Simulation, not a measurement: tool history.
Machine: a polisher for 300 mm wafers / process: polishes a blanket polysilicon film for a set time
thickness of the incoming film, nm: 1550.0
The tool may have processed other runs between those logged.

| run | hour | flow of slurry (ml/min) | pressure of the wafer on the pad (kPa) | speed of the pad under the wafer (m/s) | polishing time (s) | film removed (Å) |
|---|---|---|---|---|---|---|
| 1 | 0.0 | 185 | 19.3 | 1.16 | 33 | 3573.9 |
| 2 | 0.9 | 170 | 19.3 | 1.16 | 33 | 3556.3 |
| 3 | 2.4 | 200 | 19.3 | 1.16 | 33 | 3659.5 |
| 4 | 10.9 | 195 | 15.9 | 1.06 | 33 | 2753.4 |
| 5 | 13.5 | 195 | 13.8 | 1.00 | 33 | 2289.9 |
| 6 | 17.3 | 190 | 12.4 | 0.98 | 33 | 2056.2 |
| 7 | 24.1 | 190 | 12.4 | 0.98 | 33 | 2030.0 |
| 8 | 31.2 | 180 | 11.0 | 0.98 | 33 | 1795.7 |
| 9 | 38.8 | 170 | 11.0 | 0.98 | 33 | 1776.5 |
| 10 | 42.8 | 160 | 11.0 | 0.98 | 33 | 1761.5 |

Expected results for the next run?
| 11 | 49.8 | 155 | 9.0 | 0.98 | 33 | ? |

{"run 11": {"film removed (Å)": 1411.4}}
